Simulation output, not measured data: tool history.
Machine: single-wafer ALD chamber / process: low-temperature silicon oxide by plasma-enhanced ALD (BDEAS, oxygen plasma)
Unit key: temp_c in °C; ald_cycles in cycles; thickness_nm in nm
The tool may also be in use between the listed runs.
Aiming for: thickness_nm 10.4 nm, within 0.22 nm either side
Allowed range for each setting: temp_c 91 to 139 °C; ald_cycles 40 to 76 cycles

run	hour	temp_c	ald_cycles	thickness_nm
1	0	115	58	8.1138
2	4.9	115	61	8.5546
3	13.1	114	64	8.9859
4	18	113	66	9.267
5	20.3	113	68	9.5532
6	22.5	113	69	9.6669
7	26.3	113	70	9.8585
8	32.7	113	71	9.9721

Exercise: of the 5 proposed moves below, exactly one satisfies all targets within the stated allowed misses. Which move is it?
A	39.1	116	68	?
B	39.1	122	75	?
C	39.1	119	68	?
D	39.1	110	68	?
E	39.1	123	67	?

move	thickness_nm
A	9.538
B	10.417
C	9.4912
D	9.6316
E	9.2901
A: lands further from the targets than the last run did
B: all results land within tolerance of their targets
C: lands further from the targets than the last run did
D: lands further from the targets than the last run did
E: lands further from the targets than the last run did
Move B is the one to make.
